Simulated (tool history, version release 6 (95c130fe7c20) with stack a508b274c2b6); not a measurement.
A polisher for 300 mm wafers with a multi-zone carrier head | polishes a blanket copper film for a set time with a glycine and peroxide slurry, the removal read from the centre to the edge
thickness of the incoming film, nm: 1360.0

run	day	flow of slurry (ml/min)	pressure of the head's centre zone	pressure of the head's middle zone	pressure of the head's edge zone	polishing time (s)	film removed at the wafer's centre (Å)	film removed at mid-radius (Å)	film removed at the wafer's edge (Å)
1	0	175	1	1	1	71	2848.4	3072.3	3120.3
2	0.179	170	0.97	1	0.96	64	2515.1	2713.7	2689.1
3	0.45	170	0.97	1	0.96	49	1934.6	2143.4	2058.9
4	0.808	170	1.04	1	0.96	49	2040.3	2112.2	2075.6
5	0.967	170	1.04	1	0.99	49	2113.1	2090.6	2113.8
6	1.1	150	1.04	1	0.99	49	1982.7	2091.2	2086.1
7	1.2	145	1.02	1.02	1	49	1967.7	2099.3	2080.3

The next listed run, before its measurement:
8	1.479	145	0.99	1.03	1.01	49	?	?	?

film removed at the wafer's centre (Å): 1907.7
film removed at mid-radius (Å): 2143.5
film removed at the wafer's edge (Å): 2044.4

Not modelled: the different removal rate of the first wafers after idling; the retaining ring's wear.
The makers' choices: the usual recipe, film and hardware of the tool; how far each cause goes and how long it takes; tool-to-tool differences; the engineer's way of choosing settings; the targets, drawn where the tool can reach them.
